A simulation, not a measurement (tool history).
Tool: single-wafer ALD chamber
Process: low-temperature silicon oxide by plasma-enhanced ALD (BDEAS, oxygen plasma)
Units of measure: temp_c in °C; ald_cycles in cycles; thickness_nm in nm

run  hour  temp_c  ald_cycles  thickness_nm
  1   0.0      90          22        3.4038
  2   0.7      99          22        3.3027
  3   6.3      92          22        3.3600
  4  13.5      90          22        3.4047
  5  20.1      98          22        3.3376
  6  22.9     102          22        3.2890
  7  27.2      99          22        3.3039
  8  30.2      96          22        3.3313

For run 9, what comes out?
  9  33.5      93          22             ?

{"run 9": {"thickness_nm": 3.364}}
